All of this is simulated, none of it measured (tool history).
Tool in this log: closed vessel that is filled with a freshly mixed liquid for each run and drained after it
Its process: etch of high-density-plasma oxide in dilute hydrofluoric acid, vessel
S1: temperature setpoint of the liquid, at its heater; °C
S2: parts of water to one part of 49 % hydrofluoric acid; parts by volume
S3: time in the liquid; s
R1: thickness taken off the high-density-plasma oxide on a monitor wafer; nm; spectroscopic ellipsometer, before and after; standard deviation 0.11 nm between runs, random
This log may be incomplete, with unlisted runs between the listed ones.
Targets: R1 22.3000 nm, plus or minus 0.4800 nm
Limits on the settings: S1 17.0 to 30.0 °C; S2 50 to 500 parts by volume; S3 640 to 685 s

run,day,S1,S2,S3,R1
1,0.000,22.0,275,640,8.7610
2,0.200,22.0,275,685,9.3164
3,0.454,23.0,260,685,10.4910
4,0.800,23.0,260,685,10.3300
5,1.125,20.5,260,685,9.4569
6,1.338,20.5,345,685,6.5905
7,1.458,21.5,320,685,7.5439
8,1.542,22.5,295,685,8.7306
9,1.812,23.5,275,685,9.7868
10,2.175,24.5,255,685,11.2750
11,2.512,25.0,240,685,12.3250
12,2.592,29.0,130,685,30.0790
13,2.783,25.0,130,685,25.7450
14,2.817,24.5,130,685,25.2200

Exactly one of the 5 candidate moves below puts every result within its allowed miss. Which one?
A,2.850,23.5,140,685,?
B,2.850,24.0,110,680,?
C,2.850,25.0,125,655,?
D,2.850,27.0,135,685,?
E,2.850,24.0,120,660,?

move,R1
A,22.1000
B,29.4950
C,25.5260
D,26.3450
E,25.9290
A: all results in spec
B: further off than the last run
C: further off than the last run
D: further off than the last run
E: further off than the last run
The move that meets every target is A.
